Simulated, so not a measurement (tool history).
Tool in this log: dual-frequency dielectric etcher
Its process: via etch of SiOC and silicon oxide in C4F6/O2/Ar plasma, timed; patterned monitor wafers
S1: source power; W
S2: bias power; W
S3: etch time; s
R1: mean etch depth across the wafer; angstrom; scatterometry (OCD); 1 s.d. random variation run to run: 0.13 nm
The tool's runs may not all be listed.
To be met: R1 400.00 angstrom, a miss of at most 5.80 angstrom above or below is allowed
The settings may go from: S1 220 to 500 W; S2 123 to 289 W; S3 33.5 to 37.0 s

{"run": 1, "day": 0.0, "S1": 360, "S2": 206, "S3": 37.0, "R1": 431.07}
{"run": 2, "day": 0.104, "S1": 350, "S2": 205, "S3": 37.0, "R1": 424.07}
{"run": 3, "day": 0.154, "S1": 350, "S2": 186, "S3": 37.0, "R1": 408.51}
{"run": 4, "day": 0.221, "S1": 350, "S2": 202, "S3": 37.0, "R1": 424.53}
{"run": 5, "day": 0.508, "S1": 410, "S2": 202, "S3": 37.0, "R1": 448.36}
{"run": 6, "day": 0.654, "S1": 410, "S2": 180, "S3": 37.0, "R1": 427.74}
{"run": 7, "day": 0.921, "S1": 400, "S2": 179, "S3": 37.0, "R1": 423.64}
{"run": 8, "day": 1.121, "S1": 340, "S2": 175, "S3": 37.0, "R1": 393.26}

4 candidate next runs follow, results not yet known. Just one meets every target within its allowed miss. Identify it.
{"run": "A", "day": 1.321, "S1": 360, "S2": 188, "S3": 37.0, "R1": "?"}
{"run": "B", "day": 1.321, "S1": 350, "S2": 188, "S3": 36.0, "R1": "?"}
{"run": "C", "day": 1.321, "S1": 380, "S2": 189, "S3": 33.5, "R1": "?"}
{"run": "D", "day": 1.321, "S1": 300, "S2": 208, "S3": 35.5, "R1": "?"}

move=A R1=417.21
move=B R1=401.57
move=C R1=386.47
move=D R1=389.04
A: pushes the last run's worst result past its target
B: every result within its allowed miss
C: the biggest miss grows against the last run
D: the biggest miss grows against the last run
B meets every target.

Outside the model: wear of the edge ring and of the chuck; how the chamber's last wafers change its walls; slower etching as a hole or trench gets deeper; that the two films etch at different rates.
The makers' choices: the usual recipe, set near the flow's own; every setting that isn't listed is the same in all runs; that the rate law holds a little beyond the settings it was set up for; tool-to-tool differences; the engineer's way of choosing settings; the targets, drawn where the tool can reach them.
